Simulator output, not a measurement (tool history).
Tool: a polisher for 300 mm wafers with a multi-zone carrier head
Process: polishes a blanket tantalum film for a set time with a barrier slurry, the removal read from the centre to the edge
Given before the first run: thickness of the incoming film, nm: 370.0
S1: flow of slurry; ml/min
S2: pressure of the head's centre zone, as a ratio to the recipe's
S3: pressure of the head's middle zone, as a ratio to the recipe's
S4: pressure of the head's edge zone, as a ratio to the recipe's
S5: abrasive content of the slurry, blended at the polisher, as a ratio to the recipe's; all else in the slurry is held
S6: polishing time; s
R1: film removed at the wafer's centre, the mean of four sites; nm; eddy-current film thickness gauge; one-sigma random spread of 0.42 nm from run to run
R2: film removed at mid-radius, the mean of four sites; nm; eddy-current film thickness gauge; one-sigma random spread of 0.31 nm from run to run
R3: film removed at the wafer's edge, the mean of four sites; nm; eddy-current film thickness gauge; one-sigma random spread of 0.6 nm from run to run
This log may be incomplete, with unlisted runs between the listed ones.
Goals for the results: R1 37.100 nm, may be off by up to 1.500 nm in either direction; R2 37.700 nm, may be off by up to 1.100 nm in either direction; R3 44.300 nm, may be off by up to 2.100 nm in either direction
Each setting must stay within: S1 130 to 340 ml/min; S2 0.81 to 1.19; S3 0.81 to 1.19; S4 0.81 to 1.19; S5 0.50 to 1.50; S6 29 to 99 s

Run 1, hour 0.0: S1 220 ml/min, S2 1.00, S3 1.00, S4 1.00, S5 1.00, S6 64 s. Result: R1 56.054 nm, R2 57.367 nm, R3 57.915 nm.
Run 2, hour 6.6: S1 220 ml/min, S2 1.00, S3 1.00, S4 1.00, S5 0.85, S6 64 s. Result: R1 53.778 nm, R2 54.185 nm, R3 54.994 nm.
Run 3, hour 7.9: S1 215 ml/min, S2 0.98, S3 0.98, S4 1.00, S5 0.80, S6 63 s. Result: R1 51.385 nm, R2 51.771 nm, R3 54.199 nm.
Run 4, hour 10.6: S1 185 ml/min, S2 0.98, S3 0.98, S4 1.00, S5 0.80, S6 63 s. Result: R1 48.902 nm, R2 49.740 nm, R3 51.950 nm.
Run 5, hour 13.1: S1 180 ml/min, S2 0.96, S3 0.96, S4 0.99, S5 0.75, S6 63 s. Result: R1 46.101 nm, R2 47.111 nm, R3 50.348 nm.
Run 6, hour 14.4: S1 175 ml/min, S2 0.95, S3 0.94, S4 0.98, S5 0.75, S6 63 s. Result: R1 45.569 nm, R2 45.743 nm, R3 49.338 nm.
Run 7, hour 19.4: S1 170 ml/min, S2 0.93, S3 0.93, S4 0.98, S5 0.75, S6 63 s. Result: R1 44.236 nm, R2 45.837 nm, R3 50.067 nm.
Run 8, hour 26.9: S1 165 ml/min, S2 0.92, S3 0.92, S4 0.97, S5 0.70, S6 63 s. Result: R1 41.267 nm, R2 43.613 nm, R3 47.414 nm.
Run 9, hour 35.7: S1 160 ml/min, S2 0.92, S3 0.91, S4 0.97, S5 0.70, S6 63 s. Result: R1 41.202 nm, R2 42.979 nm, R3 47.327 nm.
Run 10, hour 36.5: S1 155 ml/min, S2 0.92, S3 0.90, S4 0.97, S5 0.70, S6 63 s. Result: R1 40.627 nm, R2 41.925 nm, R3 46.742 nm.
At hour 37.4: slurry nozzle cleaned.
Run 11, hour 37.4: S1 150 ml/min, S2 0.92, S3 0.89, S4 0.97, S5 0.70, S6 63 s. Result: R1 48.176 nm, R2 47.859 nm, R3 52.652 nm.
Run 12, hour 41.8: S1 165 ml/min, S2 0.92, S3 0.89, S4 0.97, S5 0.65, S6 63 s. Result: R1 48.544 nm, R2 47.715 nm, R3 52.585 nm.
Run 13, hour 44.4: S1 160 ml/min, S2 0.92, S3 0.89, S4 0.97, S5 0.70, S6 62 s. Result: R1 47.886 nm, R2 47.978 nm, R3 52.684 nm.
Run 14, hour 44.9: S1 155 ml/min, S2 0.92, S3 0.89, S4 0.98, S5 0.65, S6 61 s. Result: R1 46.020 nm, R2 45.665 nm, R3 50.663 nm.
Run 15, hour 51.4: S1 150 ml/min, S2 0.91, S3 0.88, S4 0.97, S5 0.70, S6 60 s. Result: R1 45.494 nm, R2 44.997 nm, R3 50.661 nm.
Run 16, hour 52.7: S1 150 ml/min, S2 0.90, S3 0.88, S4 0.97, S5 0.70, S6 59 s. Result: R1 43.428 nm, R2 43.721 nm, R3 50.083 nm.
Run 17, hour 57.4: S1 150 ml/min, S2 0.90, S3 0.88, S4 0.97, S5 0.70, S6 59 s. Result: R1 43.053 nm, R2 44.105 nm, R3 48.965 nm.
Run 18, hour 58.0: S1 140 ml/min, S2 0.85, S3 0.81, S4 0.97, S5 0.50, S6 56 s. Result: R1 34.557 nm, R2 34.961 nm, R3 42.353 nm.
Run 19, hour 64.5: S1 140 ml/min, S2 0.85, S3 0.81, S4 0.97, S5 0.50, S6 56 s. Result: R1 34.077 nm, R2 35.430 nm, R3 42.696 nm.
Run 20, hour 66.4: S1 140 ml/min, S2 0.87, S3 0.82, S4 0.97, S5 0.55, S6 56 s. Result: R1 36.877 nm, R2 36.764 nm, R3 43.078 nm.

Next run, 4 choices. One meets every target within its allowed miss, the rest don't. Which?
Run A, hour 68.3: S1 130 ml/min, S2 0.93, S3 0.81, S4 0.98, S5 0.50, S6 60 s. Result: R1 ?, R2 ?, R3 ?.
Run B, hour 68.3: S1 150 ml/min, S2 0.85, S3 0.82, S4 0.96, S5 0.55, S6 57 s. Result: R1 ?, R2 ?, R3 ?.
Run C, hour 68.3: S1 135 ml/min, S2 0.92, S3 0.84, S4 1.14, S5 0.50, S6 55 s. Result: R1 ?, R2 ?, R3 ?.
Run D, hour 68.3: S1 190 ml/min, S2 0.92, S3 0.83, S4 0.98, S5 0.70, S6 47 s. Result: R1 ?, R2 ?, R3 ?.

move      R1      R2      R3
   A  41.105  36.629  43.721
   B  38.176  37.450  43.338
   C  37.713  34.935  43.491
   D  38.421  34.916  39.895
A: meets the target for the result that was furthest off, but another lies outside its allowed miss
B: hits every target within its allowed miss
C: further off than the last run
D: further off than the last run
The move that meets every target is B.
